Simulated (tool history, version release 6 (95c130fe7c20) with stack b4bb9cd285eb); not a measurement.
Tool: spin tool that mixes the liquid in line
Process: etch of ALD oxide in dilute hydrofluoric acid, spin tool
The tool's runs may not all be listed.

run  hour  temperature setpoint of the liquid (°C)  parts of water to one part of 49 % hydrofluoric acid (parts by volume)  time under the liquid (s)  thickness taken off the ALD oxide on a monitor wafer (angstrom)
  1     0                                       20                                                                     265                        325                                                           202.91
  2   7.1                                       20                                                                     265                        345                                                            215.2
  3   7.8                                       20                                                                     265                        325                                                           202.94
  4  15.4                                       20                                                                     265                        345                                                            215.5
  5  20.3                                       20                                                                     265                        345                                                           214.45
  6  26.3                                       20                                                                     265                        345                                                           215.57
  7  30.3                                     19.5                                                                     280                        345                                                           196.12

Forecast run 8:
  8  38.2                                       19                                                                     290                        345                                                                ?

Run 8 gave thickness taken off the ALD oxide on a monitor wafer (angstrom) 186.02.

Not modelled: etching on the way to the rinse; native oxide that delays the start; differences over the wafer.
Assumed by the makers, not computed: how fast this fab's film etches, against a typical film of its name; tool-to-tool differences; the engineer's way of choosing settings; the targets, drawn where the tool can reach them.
